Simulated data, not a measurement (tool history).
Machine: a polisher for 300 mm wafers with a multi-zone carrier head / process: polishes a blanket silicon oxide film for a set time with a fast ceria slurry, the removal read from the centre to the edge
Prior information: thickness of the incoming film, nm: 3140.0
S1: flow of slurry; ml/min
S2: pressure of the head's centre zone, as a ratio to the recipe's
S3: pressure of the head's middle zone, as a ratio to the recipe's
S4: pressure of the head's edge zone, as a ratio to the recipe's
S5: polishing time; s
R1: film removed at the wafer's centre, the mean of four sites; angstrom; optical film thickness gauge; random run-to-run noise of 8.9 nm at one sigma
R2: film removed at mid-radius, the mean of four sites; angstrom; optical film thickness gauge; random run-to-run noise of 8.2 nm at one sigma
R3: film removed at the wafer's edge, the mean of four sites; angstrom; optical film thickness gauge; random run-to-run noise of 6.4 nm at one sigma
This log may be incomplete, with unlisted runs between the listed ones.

| run | hour | S1 | S2 | S3 | S4 | S5 | R1 | R2 | R3 |
|---|---|---|---|---|---|---|---|---|---|
| 1 | 0.0 | 255 | 1.00 | 1.00 | 1.00 | 63 | 8257.4 | 8104.3 | 8057.9 |
| 2 | 5.5 | 275 | 1.03 | 1.04 | 1.06 | 67 | 9097.3 | 8914.1 | 8905.5 |
| 3 | 9.5 | 275 | 1.03 | 1.09 | 1.06 | 67 | 8966.0 | 9133.9 | 8975.3 |
| 4 | 13.1 | 275 | 1.03 | 1.09 | 0.98 | 67 | 8979.5 | 9158.7 | 8534.4 |
| 5 | 20.2 | 275 | 1.03 | 1.03 | 0.98 | 67 | 9088.8 | 8823.3 | 8574.7 |
| 6 | 24.1 | 295 | 1.05 | 1.08 | 1.03 | 69 | 9524.1 | 9415.7 | 9065.9 |
| 7 | 32.9 | 300 | 1.07 | 1.11 | 1.07 | 71 | 10109.0 | 10146.0 | 9400.5 |

For run 8, what comes out?
| 8 | 34.1 | 345 | 1.06 | 1.08 | 1.17 | 76 | ? | ? | ? |

Run 8 came out at R1 10642.0 angstrom, R2 10664.0 angstrom, R3 10824.0 angstrom.

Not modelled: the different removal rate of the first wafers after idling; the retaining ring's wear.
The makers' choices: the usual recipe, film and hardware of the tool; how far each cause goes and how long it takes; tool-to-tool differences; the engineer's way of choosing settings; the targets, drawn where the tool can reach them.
